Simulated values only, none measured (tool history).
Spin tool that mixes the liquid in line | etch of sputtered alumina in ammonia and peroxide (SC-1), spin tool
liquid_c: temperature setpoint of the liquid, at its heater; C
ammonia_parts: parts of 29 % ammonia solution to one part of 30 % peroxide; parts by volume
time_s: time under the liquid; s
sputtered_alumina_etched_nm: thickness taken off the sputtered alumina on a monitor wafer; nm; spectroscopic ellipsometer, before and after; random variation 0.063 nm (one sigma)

{"run": 1, "day": 0.0, "liquid_c": 55, "ammonia_parts": 0.75, "time_s": 315, "sputtered_alumina_etched_nm": 24.134}
{"run": 2, "day": 0.262, "liquid_c": 55, "ammonia_parts": 0.75, "time_s": 335, "sputtered_alumina_etched_nm": 25.814}
{"run": 3, "day": 0.546, "liquid_c": 53.5, "ammonia_parts": 0.75, "time_s": 335, "sputtered_alumina_etched_nm": 23.822}
{"run": 4, "day": 0.733, "liquid_c": 58.5, "ammonia_parts": 0.75, "time_s": 335, "sputtered_alumina_etched_nm": 30.78}
{"run": 5, "day": 0.933, "liquid_c": 64.5, "ammonia_parts": 0.75, "time_s": 335, "sputtered_alumina_etched_nm": 41.704}
{"run": 6, "day": 1.279, "liquid_c": 64.5, "ammonia_parts": 0.6, "time_s": 335, "sputtered_alumina_etched_nm": 41.215}
{"run": 7, "day": 1.429, "liquid_c": 61.5, "ammonia_parts": 0.6, "time_s": 335, "sputtered_alumina_etched_nm": 34.976}
{"run": 8, "day": 1.592, "liquid_c": 59, "ammonia_parts": 0.6, "time_s": 335, "sputtered_alumina_etched_nm": 31.089}
{"run": 9, "day": 1.642, "liquid_c": 57, "ammonia_parts": 0.6, "time_s": 335, "sputtered_alumina_etched_nm": 27.952}
{"run": 10, "day": 1.938, "liquid_c": 55, "ammonia_parts": 0.6, "time_s": 335, "sputtered_alumina_etched_nm": 25.054}
{"run": 11, "day": 2.288, "liquid_c": 53.5, "ammonia_parts": 0.6, "time_s": 335, "sputtered_alumina_etched_nm": 23.268}
{"run": 12, "day": 2.496, "liquid_c": 52, "ammonia_parts": 0.6, "time_s": 335, "sputtered_alumina_etched_nm": 21.502}
{"run": 13, "day": 2.738, "liquid_c": 44, "ammonia_parts": 0.55, "time_s": 335, "sputtered_alumina_etched_nm": 13.529}

Forecast run 14:
{"run": 14, "day": 2.771, "liquid_c": 43, "ammonia_parts": 0.55, "time_s": 335, "sputtered_alumina_etched_nm": "?"}

{"run 14": {"sputtered_alumina_etched_nm": 12.848}}
